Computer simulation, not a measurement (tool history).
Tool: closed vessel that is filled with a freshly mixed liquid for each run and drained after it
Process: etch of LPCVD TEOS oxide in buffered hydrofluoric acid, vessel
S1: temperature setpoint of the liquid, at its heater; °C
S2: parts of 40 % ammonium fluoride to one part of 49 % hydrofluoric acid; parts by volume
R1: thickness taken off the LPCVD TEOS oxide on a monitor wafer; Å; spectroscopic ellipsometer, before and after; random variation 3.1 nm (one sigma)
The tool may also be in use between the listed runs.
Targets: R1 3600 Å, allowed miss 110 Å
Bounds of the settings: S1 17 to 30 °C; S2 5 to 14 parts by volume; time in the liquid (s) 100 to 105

{"run": 1, "day": 0.0, "S1": 22, "S2": 8.5, "time in the liquid (s)": 100, "R1": 5706.1}
{"run": 2, "day": 0.221, "S1": 21, "S2": 9, "time in the liquid (s)": 100, "R1": 5044.4}
{"run": 3, "day": 0.542, "S1": 20.5, "S2": 9, "time in the liquid (s)": 100, "R1": 4977.1}
{"run": 4, "day": 0.871, "S1": 20.5, "S2": 9, "time in the liquid (s)": 100, "R1": 4898.4}
{"run": 5, "day": 1.117, "S1": 20, "S2": 9, "time in the liquid (s)": 100, "R1": 4759.5}
{"run": 6, "day": 1.421, "S1": 20, "S2": 9, "time in the liquid (s)": 105, "R1": 5056}
{"run": 7, "day": 1.717, "S1": 19.5, "S2": 9, "time in the liquid (s)": 105, "R1": 4913.8}
{"run": 8, "day": 2.067, "S1": 19, "S2": 9, "time in the liquid (s)": 105, "R1": 4745.4}
{"run": 9, "day": 2.329, "S1": 18.5, "S2": 9, "time in the liquid (s)": 105, "R1": 4638.1}
{"run": 10, "day": 2.654, "S1": 18, "S2": 9.5, "time in the liquid (s)": 105, "R1": 4286.7}
{"run": 11, "day": 2.688, "S1": 17.5, "S2": 10, "time in the liquid (s)": 105, "R1": 4132.1}
{"run": 12, "day": 2.812, "S1": 17.5, "S2": 10.5, "time in the liquid (s)": 105, "R1": 3893.7}

Which of these 4 next moves meets every target?
{"run": "A", "day": 2.938, "S1": 17, "S2": 11, "time in the liquid (s)": 105, "R1": "?"}
{"run": "B", "day": 2.938, "S1": 17.5, "S2": 9, "time in the liquid (s)": 105, "R1": "?"}
{"run": "C", "day": 2.938, "S1": 20.5, "S2": 11.5, "time in the liquid (s)": 100, "R1": "?"}
{"run": "D", "day": 2.938, "S1": 19, "S2": 10, "time in the liquid (s)": 100, "R1": "?"}

move=A R1=3602.5
move=B R1=4346.9
move=C R1=4003.3
move=D R1=4217.5
A: meets every target
B: further off than the last run
C: further off than the last run
D: further off than the last run
The right move is A.
